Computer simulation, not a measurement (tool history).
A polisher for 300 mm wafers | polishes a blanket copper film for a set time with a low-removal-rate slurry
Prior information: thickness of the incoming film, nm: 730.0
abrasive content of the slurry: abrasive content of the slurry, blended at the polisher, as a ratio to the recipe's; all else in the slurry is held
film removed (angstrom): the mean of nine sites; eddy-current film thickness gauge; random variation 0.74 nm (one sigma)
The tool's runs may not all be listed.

run	hour	flow of slurry (ml/min)	pressure of the wafer on the pad (kPa)	speed of the pad under the wafer (m/s)	abrasive content of the slurry	polishing time (s)	film removed (angstrom)
1	0	215	12.4	0.98	1	38	582.23
2	4.5	215	13.1	0.98	1	38	596.56
3	9.9	215	13.1	0.98	1	33	519.16
4	12.2	215	13.1	0.98	1	38	595.9
5	13.7	215	13.8	0.98	1	38	622.11
6	20.3	215	14.5	0.98	1	38	640.69

Run 7, settings as shown, results not yet in. Your forecast:
7	27.2	215	15.2	0.98	1	38	?

{"run 7": {"film removed (angstrom)": 653.5}}
